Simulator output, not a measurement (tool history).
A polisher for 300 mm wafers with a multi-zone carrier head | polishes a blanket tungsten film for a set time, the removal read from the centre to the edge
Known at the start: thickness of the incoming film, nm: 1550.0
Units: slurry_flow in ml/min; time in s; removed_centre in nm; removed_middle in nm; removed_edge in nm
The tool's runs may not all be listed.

run  hour  slurry_flow  centre_zone  middle_zone  edge_zone  slurry_solids  time  removed_centre  removed_middle  removed_edge
  1   0.0          320         1.00         1.00       1.00           1.00    78          284.67          286.49        292.06
  2   2.7          395         1.00         1.00       1.00           1.00    78          291.02          297.42        302.99
  3   8.1          395         1.00         1.00       1.00           1.10    78          303.35          301.59        303.81
  4  13.2          395         1.00         1.00       1.00           1.10    93          358.33          356.07        360.80
  5  22.0          370         0.97         1.03       0.94           0.90    75          266.40          286.41        264.15
  6  27.7          370         0.97         1.03       0.94           1.00    75          274.24          292.45        279.11
  7  33.8          360         0.92         1.03       0.91           0.85    65          216.40          240.13        228.92

The next listed run, before its measurement:
  8  37.8          350         0.88         1.05       0.88           0.75    60               ?               ?             ?

{"run 8": {"removed_centre": 184.59, "removed_middle": 215.9, "removed_edge": 199.05}}
